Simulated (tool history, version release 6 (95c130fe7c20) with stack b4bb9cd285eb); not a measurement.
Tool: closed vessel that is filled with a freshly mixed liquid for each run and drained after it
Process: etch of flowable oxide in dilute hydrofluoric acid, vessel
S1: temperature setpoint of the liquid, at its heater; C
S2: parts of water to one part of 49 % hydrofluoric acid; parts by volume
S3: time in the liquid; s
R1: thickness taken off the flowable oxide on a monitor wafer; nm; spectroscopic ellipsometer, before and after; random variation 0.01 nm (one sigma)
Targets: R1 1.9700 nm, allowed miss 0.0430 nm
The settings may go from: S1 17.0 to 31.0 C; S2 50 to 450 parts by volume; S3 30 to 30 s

| run | day | S1 | S2 | S3 | R1 |
|---|---|---|---|---|---|
| 1 | 0.000 | 23.0 | 250 | 30 | 2.5929 |
| 2 | 0.204 | 25.0 | 250 | 30 | 2.7703 |
| 3 | 0.458 | 25.0 | 290 | 30 | 2.3299 |
| 4 | 0.571 | 25.0 | 365 | 30 | 1.6946 |
| 5 | 0.821 | 25.5 | 365 | 30 | 1.7203 |
| 6 | 0.992 | 25.5 | 365 | 30 | 1.7202 |
| 7 | 1.046 | 25.5 | 365 | 30 | 1.7351 |
| 8 | 1.221 | 26.0 | 365 | 30 | 1.7613 |

Which of these 5 next moves meets every target?
| A | 1.396 | 25.0 | 315 | 30 | ? |
| B | 1.396 | 27.5 | 330 | 30 | ? |
| C | 1.396 | 29.0 | 350 | 30 | ? |
| D | 1.396 | 24.0 | 390 | 30 | ? |
| E | 1.396 | 27.0 | 345 | 30 | ? |

| move | R1 |
|---|---|
| A | 2.0909 |
| B | 2.1326 |
| C | 2.0642 |
| D | 1.5198 |
| E | 1.9767 |
A: takes the result that was furthest off past its target
B: takes the result that was furthest off past its target
C: takes the result that was furthest off past its target
D: further off than the last run
E: meets every target
The right move is E.

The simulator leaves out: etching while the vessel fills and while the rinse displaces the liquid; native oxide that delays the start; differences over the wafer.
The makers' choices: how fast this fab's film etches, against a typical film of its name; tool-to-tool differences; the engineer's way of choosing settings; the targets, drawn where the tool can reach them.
